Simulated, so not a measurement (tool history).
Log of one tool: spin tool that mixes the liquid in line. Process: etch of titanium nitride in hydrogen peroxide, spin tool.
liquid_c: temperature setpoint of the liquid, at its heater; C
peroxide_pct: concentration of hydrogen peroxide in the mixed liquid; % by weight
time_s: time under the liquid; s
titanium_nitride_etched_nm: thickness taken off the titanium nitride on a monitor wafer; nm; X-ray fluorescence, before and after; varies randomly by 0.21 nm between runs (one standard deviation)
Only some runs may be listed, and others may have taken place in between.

run	day	liquid_c	peroxide_pct	time_s	titanium_nitride_etched_nm
1	0.000	56.0	18.5	285	12.569
2	0.283	56.0	18.5	285	12.745
3	0.358	57.0	18.5	285	13.487
4	0.588	57.0	18.5	285	13.498
5	0.788	58.0	18.5	285	14.275
6	1.138	59.0	18.5	285	15.387

For run 7, what comes out?
7	1.442	59.5	18.5	285	?

{"run 7": {"titanium_nitride_etched_nm": 16.031}}
